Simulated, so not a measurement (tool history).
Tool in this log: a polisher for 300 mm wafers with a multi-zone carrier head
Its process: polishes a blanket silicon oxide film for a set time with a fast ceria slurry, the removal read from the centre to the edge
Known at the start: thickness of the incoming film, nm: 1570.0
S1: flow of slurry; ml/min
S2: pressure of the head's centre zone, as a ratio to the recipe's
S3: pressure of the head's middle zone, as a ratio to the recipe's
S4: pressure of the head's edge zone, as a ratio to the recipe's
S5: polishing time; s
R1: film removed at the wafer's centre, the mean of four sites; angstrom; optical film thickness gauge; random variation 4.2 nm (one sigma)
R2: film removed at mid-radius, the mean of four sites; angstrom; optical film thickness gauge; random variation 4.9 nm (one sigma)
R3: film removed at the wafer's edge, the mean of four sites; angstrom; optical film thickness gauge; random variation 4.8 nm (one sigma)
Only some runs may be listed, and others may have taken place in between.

run	hour	S1	S2	S3	S4	S5	R1	R2	R3
1	0.0	120	1.00	1.00	1.00	40	5603.6	5848.6	5827.2
2	7.0	120	1.00	1.00	0.92	40	5619.1	5796.4	5606.8
3	8.9	120	1.00	1.00	0.90	34	4719.5	4841.4	4684.0
4	15.1	120	1.00	1.01	0.88	31	4319.7	4409.7	4317.6
5	22.4	120	1.00	1.01	0.92	31	4490.4	4478.4	4345.4
6	31.2	120	1.00	1.04	0.92	31	4327.9	4589.0	4384.9
7	34.2	120	1.01	1.05	0.89	28	3973.2	4267.3	3819.4
8	38.7	115	1.01	1.04	0.87	27	3884.5	3889.3	3691.7

Run 9 is up next; what results do you expect?
9	45.9	105	1.00	1.06	0.85	27	?	?	?

Run 9 came out at R1 3710.1 angstrom, R2 3979.6 angstrom, R3 3718.1 angstrom.
